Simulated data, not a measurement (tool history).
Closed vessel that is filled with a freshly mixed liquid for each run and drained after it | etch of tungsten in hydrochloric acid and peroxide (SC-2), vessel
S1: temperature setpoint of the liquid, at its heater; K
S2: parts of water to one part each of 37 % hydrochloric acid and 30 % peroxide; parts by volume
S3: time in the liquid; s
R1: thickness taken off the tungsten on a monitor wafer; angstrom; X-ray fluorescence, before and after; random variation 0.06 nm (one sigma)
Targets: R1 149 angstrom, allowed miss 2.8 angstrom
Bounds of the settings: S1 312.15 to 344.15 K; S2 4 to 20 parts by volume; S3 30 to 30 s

run	hour	S1	S2	S3	R1
1	0	328.15	11	30	94.694
2	6.7	328.15	7.5	30	129.28
3	8.6	328.15	7.5	30	128.71
4	9.7	328.15	4	30	204.61
5	16	326.65	4	30	187.43
6	18.8	326.65	4	30	185.61
7	27.6	325.65	4	30	172.88
8	33.3	325.15	4	30	168.63
9	42.1	324.65	4	30	162.12

Which of these 4 next moves meets every target?
A	50.9	330.15	7	30	?
B	50.9	325.65	5	30	?
C	50.9	326.15	4.5	30	?
D	50.9	329.65	6.5	30	?

move	R1
A	155.29
B	149.19
C	166.02
D	159.25
A: nearer than the last run, and not there yet
B: meets every target
C: further off than the last run
D: nearer than the last run, and not there yet
Answer: B

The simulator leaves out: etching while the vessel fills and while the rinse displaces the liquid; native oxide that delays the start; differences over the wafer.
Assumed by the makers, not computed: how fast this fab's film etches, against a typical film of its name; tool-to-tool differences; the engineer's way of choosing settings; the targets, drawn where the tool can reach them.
